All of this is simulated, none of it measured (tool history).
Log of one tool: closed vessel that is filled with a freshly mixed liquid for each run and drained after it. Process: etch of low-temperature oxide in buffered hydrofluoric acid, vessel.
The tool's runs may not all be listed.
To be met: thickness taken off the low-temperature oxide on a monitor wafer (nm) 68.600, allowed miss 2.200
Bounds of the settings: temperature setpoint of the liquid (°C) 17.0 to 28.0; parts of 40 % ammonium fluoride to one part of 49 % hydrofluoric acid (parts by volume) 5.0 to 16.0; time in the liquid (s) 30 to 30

run  hour  temperature setpoint of the liquid (°C)  parts of 40 % ammonium fluoride to one part of 49 % hydrofluoric acid (parts by volume)  time in the liquid (s)  thickness taken off the low-temperature oxide on a monitor wafer (nm)
  1   0.0                                     20.0                                                                                      9.5                      30                                                                 94.623
  2   2.5                                     20.0                                                                                      9.5                      30                                                                 95.520
  3  10.1                                     19.5                                                                                     10.0                      30                                                                 88.316
  4  11.8                                     17.5                                                                                     10.0                      30                                                                 78.149
     17.4  -- hydrofluoric acid flow meter replaced
  5  17.4                                     21.0                                                                                     10.0                      30                                                                 89.369
  6  19.1                                     21.0                                                                                     10.0                      30                                                                 89.161
  7  20.9                                     20.5                                                                                     10.0                      30                                                                 87.979
  8  22.2                                     20.0                                                                                     10.0                      30                                                                 84.308
  9  23.2                                     19.5                                                                                     10.0                      30                                                                 81.868
 10  29.4                                     19.0                                                                                     10.0                      30                                                                 80.025
 11  36.2                                     18.5                                                                                     10.0                      30                                                                 78.536
 12  45.0                                     17.5                                                                                     10.0                      30                                                                 74.413
 13  47.6                                     17.0                                                                                     10.0                      30                                                                 72.036

Which of these 4 next moves meets every target?
  A  50.2                                     17.5                                                                                     10.0                      30                                                                      ?
  B  50.2                                     17.0                                                                                      8.5                      30                                                                      ?
  C  50.2                                     17.0                                                                                     10.5                      30                                                                      ?
  D  50.2                                     17.0                                                                                      9.5                      30                                                                      ?

move  thickness taken off the low-temperature oxide on a monitor wafer (nm)
   A                                                                 74.384
   B                                                                 82.209
   C                                                                 68.937
   D                                                                 74.671
A: further off than the last run
B: further off than the last run
C: meets every target
D: further off than the last run
The right move is C.
